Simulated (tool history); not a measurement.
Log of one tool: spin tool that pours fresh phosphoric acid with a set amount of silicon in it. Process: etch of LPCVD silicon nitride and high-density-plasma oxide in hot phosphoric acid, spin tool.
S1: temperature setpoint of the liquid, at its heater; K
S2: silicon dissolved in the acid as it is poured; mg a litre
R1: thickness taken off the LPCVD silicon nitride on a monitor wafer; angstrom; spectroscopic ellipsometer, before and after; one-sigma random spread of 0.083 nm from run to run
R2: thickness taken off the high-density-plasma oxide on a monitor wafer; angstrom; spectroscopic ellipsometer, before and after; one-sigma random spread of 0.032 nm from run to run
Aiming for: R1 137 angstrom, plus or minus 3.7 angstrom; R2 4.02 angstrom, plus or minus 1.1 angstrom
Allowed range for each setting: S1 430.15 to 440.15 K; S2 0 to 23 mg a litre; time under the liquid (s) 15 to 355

run 1 hour=0 | S1=435.15 S2=10 time_under_the_liquid_(s)=180 | R1=160.61 R2=3.6729
run 2 hour=3.9 | S1=436.65 S2=10 time_under_the_liquid_(s)=180 | R1=166.99 R2=3.6695
run 3 hour=10.4 | S1=438.15 S2=10 time_under_the_liquid_(s)=180 | R1=176.47 R2=5.7062
run 4 hour=14.9 | S1=438.15 S2=15.5 time_under_the_liquid_(s)=180 | R1=177.62 R2=4.3362
run 5 hour=18.7 | S1=438.15 S2=18 time_under_the_liquid_(s)=180 | R1=176.93 R2=4.2117
run 6 hour=22.8 | S1=437.65 S2=15 time_under_the_liquid_(s)=170 | R1=165.24 R2=3.6496
run 7 hour=27.6 | S1=437.15 S2=12 time_under_the_liquid_(s)=165 | R1=155.99 R2=4.1607
run 8 hour=31.8 | S1=436.65 S2=10.5 time_under_the_liquid_(s)=160 | R1=150.06 R2=3.3649
run 9 hour=35.9 | S1=436.65 S2=8.5 time_under_the_liquid_(s)=155 | R1=145.25 R2=4.2797
run 10 hour=37.6 | S1=436.65 S2=8 time_under_the_liquid_(s)=155 | R1=145.2 R2=4.0769
run 11 hour=39 | S1=436.65 S2=7.5 time_under_the_liquid_(s)=155 | R1=145.39 R2=4.2133
run 12 hour=44 | S1=436.65 S2=7 time_under_the_liquid_(s)=155 | R1=144.93 R2=4.1687
run 13 hour=47.2 | S1=436.65 S2=6.5 time_under_the_liquid_(s)=155 | R1=144.02 R2=3.7503
run 14 hour=51 | S1=436.65 S2=5.5 time_under_the_liquid_(s)=155 | R1=144 R2=3.7017

Which single option among these 4 for the next run brings every result within its allowed miss of target? Just one does.
run A hour=54.8 | S1=436.15 S2=6 time_under_the_liquid_(s)=160 | R1=? R2=?
run B hour=54.8 | S1=434.65 S2=0 time_under_the_liquid_(s)=155 | R1=? R2=?
run C hour=54.8 | S1=435.15 S2=7.5 time_under_the_liquid_(s)=165 | R1=? R2=?
run D hour=54.8 | S1=435.15 S2=7 time_under_the_liquid_(s)=175 | R1=? R2=?

move=A R1=147.27 R2=4.6267
move=B R1=135.73 R2=4.5069
move=C R1=146.91 R2=4.2985
move=D R1=155.82 R2=4.6071
A: further off than the last run
B: every result within its allowed miss
C: further off than the last run
D: further off than the last run
Go with B: it meets all targets.
